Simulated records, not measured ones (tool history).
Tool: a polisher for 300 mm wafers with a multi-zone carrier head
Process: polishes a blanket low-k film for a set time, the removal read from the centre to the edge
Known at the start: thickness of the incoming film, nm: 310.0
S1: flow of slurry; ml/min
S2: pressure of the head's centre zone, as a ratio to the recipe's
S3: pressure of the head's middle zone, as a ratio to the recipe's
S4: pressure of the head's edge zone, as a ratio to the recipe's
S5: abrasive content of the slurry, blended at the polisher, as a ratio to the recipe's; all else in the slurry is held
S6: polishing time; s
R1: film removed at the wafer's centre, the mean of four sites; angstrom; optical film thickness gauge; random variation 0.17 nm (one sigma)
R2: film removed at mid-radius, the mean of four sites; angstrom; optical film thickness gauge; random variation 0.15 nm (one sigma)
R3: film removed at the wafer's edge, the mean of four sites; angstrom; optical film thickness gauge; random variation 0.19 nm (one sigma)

run    day   S1    S2    S3    S4    S5  S6      R1      R2      R3
  1  0.000  145  1.00  1.00  1.00  1.00  69  179.81  183.94  185.58
  2  0.221  145  0.99  1.01  0.98  0.90  68  172.95  175.28  172.12
  3  0.358  145  1.02  1.01  0.98  0.90  68  167.75  178.26  173.36
  4  0.538  145  1.02  1.01  0.95  0.90  68  176.85  179.69  168.35
  5  0.804  145  1.02  1.10  0.95  0.90  68  174.63  190.33  170.58
  6  0.879  130  1.02  1.10  0.95  0.90  68  170.73  187.57  164.49
  7  1.117  125  1.00  1.09  0.96  0.85  68  160.21  179.98  166.66
  8  1.412  125  0.99  1.09  0.95  0.80  67  154.16  174.82  156.45
  9  1.462  120  0.98  1.08  0.94  0.75  67  146.38  167.91  149.52
 10  1.838  115  0.97  1.07  0.93  0.75  67  144.05  163.39  145.35
 11  1.879  110  0.96  1.06  0.93  0.75  67  142.85  158.63  149.16
 12  2.038  110  0.95  1.06  0.92  0.70  67  133.30  154.69  144.29
 13  2.117  110  0.95  1.06  0.91  0.70  67  133.20  154.22  142.79

Forecast run 14:
 14  2.358  110  0.95  1.06  0.90  0.70  67   ?   ?   ?

R1: 136.42 angstrom
R2: 152.35 angstrom
R3: 141.63 angstrom
